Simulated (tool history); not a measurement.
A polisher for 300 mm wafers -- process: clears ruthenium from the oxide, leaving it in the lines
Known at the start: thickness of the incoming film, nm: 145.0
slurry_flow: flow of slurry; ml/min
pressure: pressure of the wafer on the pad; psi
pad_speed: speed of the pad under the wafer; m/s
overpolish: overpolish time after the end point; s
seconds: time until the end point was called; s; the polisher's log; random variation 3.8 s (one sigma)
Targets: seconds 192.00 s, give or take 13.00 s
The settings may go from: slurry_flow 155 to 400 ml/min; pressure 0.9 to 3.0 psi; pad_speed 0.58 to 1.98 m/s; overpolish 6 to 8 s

run	hour	slurry_flow	pressure	pad_speed	overpolish	seconds
1	0.0	255	1.9	1.28	8	140.52
2	5.1	255	1.8	1.28	8	152.11
3	6.9	255	2.2	1.28	8	122.71
4	8.3	255	2.1	1.26	8	128.81
5	12.5	255	2.0	1.24	8	141.49
6	14.3	300	2.0	1.24	8	135.54
# hour 21.6: worn pad replaced by a new one
7	21.6	300	1.9	1.22	8	136.96
8	26.2	290	1.8	1.22	8	144.51
9	27.0	280	1.7	1.20	8	158.62
10	32.5	275	1.6	1.20	8	170.39

Which one of the following 4 next-run settings gets every result inside its allowed miss? There is exactly one.
A	38.0	300	1.5	1.50	6	?
B	38.0	375	1.3	1.48	8	?
C	38.0	245	1.7	0.96	7	?
D	38.0	270	1.7	1.34	7	?

move	seconds
A	138.86
B	159.30
C	191.95
D	138.24
A: further off than the last run
B: further off than the last run
C: all results in spec
D: further off than the last run
The right move is C.

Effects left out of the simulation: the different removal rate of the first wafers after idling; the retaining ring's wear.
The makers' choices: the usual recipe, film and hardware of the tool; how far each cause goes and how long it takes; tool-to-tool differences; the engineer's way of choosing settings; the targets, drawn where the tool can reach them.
